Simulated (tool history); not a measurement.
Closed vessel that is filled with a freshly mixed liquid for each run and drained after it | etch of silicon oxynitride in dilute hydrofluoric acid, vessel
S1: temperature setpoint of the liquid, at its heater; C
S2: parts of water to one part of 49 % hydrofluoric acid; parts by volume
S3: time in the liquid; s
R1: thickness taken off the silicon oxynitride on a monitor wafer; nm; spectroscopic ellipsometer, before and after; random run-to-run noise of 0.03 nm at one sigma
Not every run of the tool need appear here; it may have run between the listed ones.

run,hour,S1,S2,S3,R1
1,0.0,22.0,165,855,6.5673
2,4.1,21.5,165,855,6.3861
3,8.4,18.0,165,855,5.4422
4,13.1,18.0,165,855,5.4533
5,17.1,17.0,165,855,5.1699
6,25.5,17.0,165,855,5.1486
7,28.6,17.5,165,855,5.2300

Estimate the outcome of run 8 from the log above:
8,34.8,18.0,165,855,?

{"run 8": {"R1": 5.46}}
